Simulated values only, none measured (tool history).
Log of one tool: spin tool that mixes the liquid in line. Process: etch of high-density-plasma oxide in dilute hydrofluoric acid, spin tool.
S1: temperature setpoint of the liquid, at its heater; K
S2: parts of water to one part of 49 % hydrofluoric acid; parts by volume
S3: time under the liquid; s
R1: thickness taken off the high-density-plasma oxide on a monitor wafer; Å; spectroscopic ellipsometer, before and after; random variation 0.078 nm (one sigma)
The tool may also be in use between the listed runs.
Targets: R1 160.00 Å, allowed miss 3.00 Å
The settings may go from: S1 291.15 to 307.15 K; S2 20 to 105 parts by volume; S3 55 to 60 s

run,hour,S1,S2,S3,R1
1,0.0,299.15,55,55,127.44
2,8.9,300.15,55,55,132.60
3,17.4,300.15,55,55,133.98
4,25.6,300.15,50,55,147.56
5,34.0,300.15,40,55,188.45
6,35.5,300.15,40,55,188.00
7,42.1,300.15,40,55,188.03
8,46.9,299.65,40,55,185.17
9,50.2,299.15,40,55,179.67
10,52.5,298.65,40,55,177.32
11,53.5,298.15,40,55,173.95
12,56.5,297.65,40,55,168.96
13,62.8,297.65,40,55,169.51

Which of these 4 next moves meets every target?
A,69.1,307.15,55,55,?
B,69.1,296.65,35,55,?
C,69.1,296.15,40,55,?
D,69.1,298.65,50,60,?

move,R1
A,175.58
B,187.18
C,159.34
D,152.11
A: further off than the last run
B: further off than the last run
C: meets every target
D: takes the result that was furthest off past its target
Answer: C
